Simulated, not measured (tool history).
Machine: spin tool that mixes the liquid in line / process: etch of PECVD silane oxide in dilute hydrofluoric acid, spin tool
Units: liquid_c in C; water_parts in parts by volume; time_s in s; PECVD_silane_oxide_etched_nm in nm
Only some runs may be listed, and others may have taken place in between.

{"run": 1, "day": 0.0, "liquid_c": 22, "water_parts": 85, "time_s": 65, "PECVD_silane_oxide_etched_nm": 10.259}
{"run": 2, "day": 0.208, "liquid_c": 23, "water_parts": 80, "time_s": 65, "PECVD_silane_oxide_etched_nm": 11.178}
{"run": 3, "day": 0.379, "liquid_c": 24, "water_parts": 75, "time_s": 65, "PECVD_silane_oxide_etched_nm": 12.671}
{"run": 4, "day": 0.704, "liquid_c": 24, "water_parts": 90, "time_s": 65, "PECVD_silane_oxide_etched_nm": 10.3}
{"run": 5, "day": 0.808, "liquid_c": 24, "water_parts": 90, "time_s": 45, "PECVD_silane_oxide_etched_nm": 7.1841}
{"run": 6, "day": 1.104, "liquid_c": 24, "water_parts": 80, "time_s": 45, "PECVD_silane_oxide_etched_nm": 8.3086}
{"run": 7, "day": 1.138, "liquid_c": 23, "water_parts": 70, "time_s": 50, "PECVD_silane_oxide_etched_nm": 10.16}

For run 8, what comes out?
{"run": 8, "day": 1.162, "liquid_c": 27, "water_parts": 40, "time_s": 50, "PECVD_silane_oxide_etched_nm": "?"}

PECVD_silane_oxide_etched_nm: 21.6740 nm
